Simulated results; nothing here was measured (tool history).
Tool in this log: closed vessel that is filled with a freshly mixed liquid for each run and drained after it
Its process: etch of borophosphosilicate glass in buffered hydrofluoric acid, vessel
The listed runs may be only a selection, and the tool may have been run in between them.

run,hour,temperature setpoint of the liquid (C),parts of 40 % ammonium fluoride to one part of 49 % hydrofluoric acid (parts by volume),time in the liquid (s),thickness taken off the borophosphosilicate glass on a monitor wafer (angstrom)
1,0,23,23,85,570.21
2,2,25,23,85,648.35
3,8.3,25.5,23,85,660.56
4,10.3,26,23,85,678.13
5,12.7,26,23,85,676.57
6,16.7,26,23,85,675.65
7,20.9,26.5,23,85,689.88
8,24.3,27,23,85,707.09
9,31.7,27.5,23,85,733.49

Estimate the outcome of run 10 from the log above:
10,38.1,28,23,85,?

thickness taken off the borophosphosilicate glass on a monitor wafer (angstrom): 748.15
